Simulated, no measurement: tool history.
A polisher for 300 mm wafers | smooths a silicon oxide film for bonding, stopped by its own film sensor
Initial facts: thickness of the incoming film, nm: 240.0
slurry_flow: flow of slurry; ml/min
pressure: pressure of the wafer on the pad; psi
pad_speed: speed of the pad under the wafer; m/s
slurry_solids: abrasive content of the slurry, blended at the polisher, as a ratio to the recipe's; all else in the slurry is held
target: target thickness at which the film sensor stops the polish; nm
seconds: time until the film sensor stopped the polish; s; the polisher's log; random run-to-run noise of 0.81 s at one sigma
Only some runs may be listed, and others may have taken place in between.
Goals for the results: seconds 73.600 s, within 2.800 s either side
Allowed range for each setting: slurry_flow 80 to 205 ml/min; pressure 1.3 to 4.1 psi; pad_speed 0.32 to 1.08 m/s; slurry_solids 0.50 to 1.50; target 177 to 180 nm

run,day,slurry_flow,pressure,pad_speed,slurry_solids,target,seconds
1,0.000,135,2.7,0.70,1.00,180,93.152
2,0.208,135,2.5,0.70,1.00,180,100.040
3,0.450,145,2.5,0.70,1.00,180,98.860
4,0.500,165,2.5,0.70,1.00,180,97.081
5,0.742,175,2.5,0.70,1.00,180,94.358
6,1.017,180,2.7,0.70,1.00,180,87.991
7,1.362,180,2.8,0.70,1.00,180,86.464
8,1.675,180,2.9,0.70,1.00,180,84.155
9,1.838,180,3.0,0.70,1.00,180,81.787

5 next moves are on the table. One of them brings every result within its allowed miss. Which?
A,2.000,165,3.0,0.66,0.95,180,?
B,2.000,205,3.4,0.64,1.05,180,?
C,2.000,185,3.2,0.62,1.10,179,?
D,2.000,175,3.4,0.54,0.90,178,?
E,2.000,170,2.5,0.90,0.80,179,?

move,seconds
A,88.675
B,75.429
C,82.930
D,96.950
E,88.737
A: moves away from the targets compared with the last run
B: all results land within tolerance of their targets
C: moves away from the targets compared with the last run
D: moves away from the targets compared with the last run
E: moves away from the targets compared with the last run
Move B is the one to make.

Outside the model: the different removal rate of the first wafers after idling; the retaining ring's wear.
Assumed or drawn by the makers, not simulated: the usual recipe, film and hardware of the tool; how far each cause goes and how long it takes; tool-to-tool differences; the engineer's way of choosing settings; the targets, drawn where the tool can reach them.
